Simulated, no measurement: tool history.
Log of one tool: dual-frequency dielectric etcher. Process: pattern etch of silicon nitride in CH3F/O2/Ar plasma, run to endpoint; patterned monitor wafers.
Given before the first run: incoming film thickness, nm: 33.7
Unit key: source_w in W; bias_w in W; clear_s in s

run,day,source_w,bias_w,clear_s
1,0.000,510,55,52.633
2,0.304,460,55,53.890
3,0.388,430,54,55.478
4,0.467,520,54,52.867
5,0.812,520,58,51.476
6,0.933,520,52,53.340
7,0.958,490,51,54.316
8,1.258,460,50,56.080
9,1.488,450,50,56.655

Forecast run 10:
10,1.617,440,50,?

{"run 10": {"clear_s": 56.224}}
